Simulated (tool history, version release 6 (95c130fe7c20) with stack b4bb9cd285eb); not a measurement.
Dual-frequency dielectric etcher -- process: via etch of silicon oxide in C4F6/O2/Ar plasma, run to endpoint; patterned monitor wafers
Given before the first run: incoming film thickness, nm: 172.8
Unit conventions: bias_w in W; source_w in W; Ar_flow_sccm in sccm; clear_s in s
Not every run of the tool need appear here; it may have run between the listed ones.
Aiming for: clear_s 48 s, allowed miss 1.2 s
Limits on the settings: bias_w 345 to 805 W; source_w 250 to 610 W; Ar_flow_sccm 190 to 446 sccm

run,hour,bias_w,source_w,Ar_flow_sccm,clear_s
1,0,575,430,318,38.501
2,1.5,575,480,318,37.183
3,7.4,575,480,366,37.572
4,14.3,575,400,366,40.295
5,20.4,575,330,366,42.626
6,23.8,575,280,366,45.146
7,29.9,562,280,366,45.367
8,30.5,550,280,366,45.238

Consider the 5 candidate settings below. Which is the only one whose results all fall within their allowed miss of target?
A,31.1,555,350,374,?
B,31.1,597,350,341,?
C,31.1,598,290,398,?
D,31.1,564,300,356,?
E,31.1,465,290,310,?

move,clear_s
A,42.429
B,40.428
C,43.913
D,43.88
E,47.447
A: misses by more than the last run did
B: misses by more than the last run did
C: misses by more than the last run did
D: misses by more than the last run did
E: meets every target
E meets every target.
